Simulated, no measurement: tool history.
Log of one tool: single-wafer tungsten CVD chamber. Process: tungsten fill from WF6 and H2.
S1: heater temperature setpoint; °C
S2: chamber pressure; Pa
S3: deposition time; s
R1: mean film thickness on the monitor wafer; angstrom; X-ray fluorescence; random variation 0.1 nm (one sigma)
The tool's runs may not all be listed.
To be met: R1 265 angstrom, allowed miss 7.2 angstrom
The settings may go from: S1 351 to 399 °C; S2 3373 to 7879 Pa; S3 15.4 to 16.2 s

run  hour   S1    S2    S3      R1
  1     0  375  5626  16.2  352.06
  2   4.8  375  5626  15.4  332.04
  3  12.9  372  5600  15.4  310.56
  4  17.9  372  6399  15.4  341.11
  5  26.6  369  6373  15.4  314.83
  6  32.5  367  6359  15.4  303.03
  7  38.7  359  6293  15.4   244.3
  8  44.3  360  6293  15.4  250.48

5 next moves are on the table. One of them brings every result within its allowed miss. Which?
  A  49.9  354  6586  15.4   ?
  B  49.9  360  5386  15.4   ?
  C  49.9  360  6279  16.2   ?
  D  49.9  367  5586  15.9   ?
  E  49.9  356  6159  15.4   ?

move      R1
   A   222.4
   B     226
   C  263.67
   D  283.77
   E  224.08
A: further off than the last run
B: further off than the last run
C: meets every target
D: takes the result that was furthest off past its target
E: further off than the last run
Answer: C
